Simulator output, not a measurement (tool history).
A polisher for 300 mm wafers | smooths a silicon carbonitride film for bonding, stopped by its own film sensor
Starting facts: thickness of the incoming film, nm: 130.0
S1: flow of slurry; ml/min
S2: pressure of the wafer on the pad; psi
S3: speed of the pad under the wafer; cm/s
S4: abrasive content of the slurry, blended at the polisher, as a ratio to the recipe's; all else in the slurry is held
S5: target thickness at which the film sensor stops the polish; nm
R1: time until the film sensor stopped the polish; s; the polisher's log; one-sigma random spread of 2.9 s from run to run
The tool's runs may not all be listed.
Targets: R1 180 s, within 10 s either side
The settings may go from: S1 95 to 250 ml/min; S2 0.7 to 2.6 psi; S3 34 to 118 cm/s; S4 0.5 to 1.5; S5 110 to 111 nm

run    day   S1   S2  S3  S4   S5      R1
  1      0  160  1.6  76   1  111  114.05
  2  0.112  160  1.5  76   1  111  121.98
  3  0.446  160  1.8  76   1  111  102.25
  4  0.721  185  1.8  76   1  111  102.34
  5  0.829  185  1.6  76   1  111  114.14
  6  1.112  215  1.6  76   1  111  110.19
  7  1.262  210  1.1  72   1  111  158.77
  8  1.517  210    1  72   1  111  167.28

Exactly one of the 4 candidate moves below puts every result within its allowed miss. Which one?
  A  1.771  215  1.4  60     1  111   ?
  B  1.771  190  1.1  80  0.95  111   ?
  C  1.771  245    1  70  0.95  110   ?
  D  1.771  200  1.4  64     1  111   ?

move      R1
   A  149.08
   B  149.55
   C  182.62
   D  142.96
A: moves away from the targets compared with the last run
B: moves away from the targets compared with the last run
C: meets every target
D: moves away from the targets compared with the last run
So the answer is move C, the one that meets all the targets.
